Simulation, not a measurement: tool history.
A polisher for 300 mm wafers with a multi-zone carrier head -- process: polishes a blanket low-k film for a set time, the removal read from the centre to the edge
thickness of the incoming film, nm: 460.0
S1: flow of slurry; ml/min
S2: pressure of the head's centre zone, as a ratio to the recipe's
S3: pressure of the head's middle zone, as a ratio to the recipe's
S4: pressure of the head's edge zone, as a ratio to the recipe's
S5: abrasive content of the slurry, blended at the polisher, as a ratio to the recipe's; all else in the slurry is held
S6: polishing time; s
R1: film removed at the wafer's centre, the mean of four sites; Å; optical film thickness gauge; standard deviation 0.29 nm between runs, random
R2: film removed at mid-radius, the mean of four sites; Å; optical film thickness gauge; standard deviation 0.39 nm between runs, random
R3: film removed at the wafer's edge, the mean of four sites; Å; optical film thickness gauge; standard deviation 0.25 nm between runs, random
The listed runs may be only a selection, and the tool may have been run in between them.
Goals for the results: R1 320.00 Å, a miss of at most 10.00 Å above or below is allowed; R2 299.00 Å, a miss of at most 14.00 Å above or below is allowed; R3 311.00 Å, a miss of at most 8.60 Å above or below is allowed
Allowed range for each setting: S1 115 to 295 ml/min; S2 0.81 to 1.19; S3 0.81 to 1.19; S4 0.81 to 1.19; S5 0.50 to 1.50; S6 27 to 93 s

run 1 hour=0.0 | S1=190 S2=1.00 S3=1.00 S4=1.00 S5=1.00 S6=59 | R1=195.37 R2=204.04 R3=194.07
run 2 hour=4.5 | S1=190 S2=0.92 S3=1.00 S4=1.00 S5=1.00 S6=59 | R1=183.00 R2=203.74 R3=194.83
run 3 hour=7.5 | S1=195 S2=0.95 S3=1.00 S4=1.02 S5=1.10 S6=60 | R1=201.62 R2=213.09 R3=212.21
run 4 hour=13.3 | S1=200 S2=0.97 S3=1.02 S4=1.04 S5=1.15 S6=61 | R1=217.52 R2=228.90 R3=222.52
run 5 hour=19.0 | S1=200 S2=0.97 S3=1.02 S4=1.04 S5=1.15 S6=75 | R1=260.24 R2=285.74 R3=270.80
run 6 hour=21.4 | S1=210 S2=0.99 S3=1.02 S4=1.06 S5=1.15 S6=75 | R1=268.19 R2=288.07 R3=275.20
run 7 hour=26.2 | S1=215 S2=1.00 S3=1.02 S4=1.08 S5=1.15 S6=75 | R1=269.80 R2=290.28 R3=275.59
run 8 hour=33.8 | S1=215 S2=1.01 S3=1.01 S4=1.09 S5=1.20 S6=75 | R1=275.12 R2=288.62 R3=288.91
run 9 hour=41.3 | S1=220 S2=1.03 S3=1.01 S4=1.09 S5=1.20 S6=75 | R1=280.07 R2=286.51 R3=287.38
run 10 hour=45.6 | S1=225 S2=1.05 S3=1.01 S4=1.10 S5=1.20 S6=75 | R1=284.80 R2=284.90 R3=289.99
run 11 hour=48.3 | S1=230 S2=1.06 S3=1.01 S4=1.11 S5=1.20 S6=75 | R1=295.22 R2=293.39 R3=292.20
run 12 hour=56.1 | S1=270 S2=1.08 S3=0.95 S4=1.19 S5=1.20 S6=75 | R1=297.85 R2=275.15 R3=305.38

Below are 4 possible settings for the next run. Only one of them brings all results inside the allowed miss of their targets. Which is it?
run A hour=63.9 | S1=295 S2=1.11 S3=1.10 S4=1.10 S5=1.10 S6=82 | R1=? R2=? R3=?
run B hour=63.9 | S1=270 S2=1.19 S3=0.90 S4=1.15 S5=1.25 S6=78 | R1=? R2=? R3=?
run C hour=63.9 | S1=190 S2=1.19 S3=0.82 S4=1.19 S5=1.30 S6=75 | R1=? R2=? R3=?
run D hour=63.9 | S1=295 S2=1.10 S3=0.96 S4=1.13 S5=1.15 S6=80 | R1=? R2=? R3=?

move=A R1=322.35 R2=339.68 R3=309.95
move=B R1=340.87 R2=287.77 R3=319.71
move=C R1=321.99 R2=252.78 R3=311.47
move=D R1=318.94 R2=301.85 R3=313.98
A: corrects the largest miss of the last run, while another result sits out of spec
B: the result that was furthest off in the last run now lies on the other side of its target
C: corrects the largest miss of the last run, while another result sits out of spec
D: every result lands within tolerance
Go with D: it meets all targets.
